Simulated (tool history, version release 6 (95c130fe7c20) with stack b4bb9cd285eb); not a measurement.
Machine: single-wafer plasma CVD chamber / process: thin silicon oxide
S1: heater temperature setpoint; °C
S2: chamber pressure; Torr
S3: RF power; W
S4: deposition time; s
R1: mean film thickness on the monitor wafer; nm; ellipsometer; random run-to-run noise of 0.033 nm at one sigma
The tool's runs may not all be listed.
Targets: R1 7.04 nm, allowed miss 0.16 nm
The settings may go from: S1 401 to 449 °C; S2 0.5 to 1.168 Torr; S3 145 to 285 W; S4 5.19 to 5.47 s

run 1 hour=0 | S1=425 S2=0.834 S3=215 S4=5.47 | R1=9.7349
run 2 hour=1.5 | S1=425 S2=0.834 S3=215 S4=5.47 | R1=9.7272
run 3 hour=9.2 | S1=425 S2=0.834 S3=215 S4=5.19 | R1=9.2478
run 4 hour=9.9 | S1=425 S2=0.792 S3=215 S4=5.19 | R1=8.812
run 5 hour=11.3 | S1=433 S2=0.792 S3=215 S4=5.19 | R1=8.8103
run 6 hour=19 | S1=441 S2=0.792 S3=215 S4=5.19 | R1=8.7724
run 7 hour=26.2 | S1=441 S2=0.759 S3=215 S4=5.19 | R1=8.3172
run 8 hour=27.5 | S1=441 S2=0.737 S3=215 S4=5.19 | R1=8.2201
run 9 hour=29 | S1=441 S2=0.713 S3=215 S4=5.19 | R1=7.9614
run 10 hour=35.1 | S1=441 S2=0.695 S3=215 S4=5.19 | R1=7.8279
run 11 hour=39.4 | S1=441 S2=0.679 S3=215 S4=5.19 | R1=7.5252
run 12 hour=40.7 | S1=441 S2=0.671 S3=215 S4=5.19 | R1=7.5203
run 13 hour=44.4 | S1=441 S2=0.662 S3=215 S4=5.19 | R1=7.338
run 14 hour=45.1 | S1=441 S2=0.657 S3=215 S4=5.19 | R1=7.3371
run 15 hour=47.8 | S1=441 S2=0.652 S3=215 S4=5.19 | R1=7.2431
run 16 hour=54.2 | S1=441 S2=0.649 S3=215 S4=5.19 | R1=7.2519
run 17 hour=59.7 | S1=441 S2=0.645 S3=215 S4=5.19 | R1=7.2157

Exercise: of the 5 proposed moves below, exactly one satisfies all targets within the stated allowed misses. Which move is it?
run A hour=65.2 | S1=441 S2=0.585 S3=225 S4=5.19 | R1=?
run B hour=65.2 | S1=424 S2=0.674 S3=190 S4=5.42 | R1=?
run C hour=65.2 | S1=433 S2=0.608 S3=225 S4=5.47 | R1=?
run D hour=65.2 | S1=449 S2=0.579 S3=235 S4=5.41 | R1=?
run E hour=65.2 | S1=433 S2=0.73 S3=185 S4=5.19 | R1=?

move=A R1=6.7183
move=B R1=7.5108
move=C R1=7.3847
move=D R1=7.0389
move=E R1=7.6185
A: takes the biggest miss from the last run beyond its target
B: the biggest miss grows against the last run
C: the biggest miss grows against the last run
D: every result lands within tolerance
E: the biggest miss grows against the last run
D is the move that brings every result within its allowed miss.
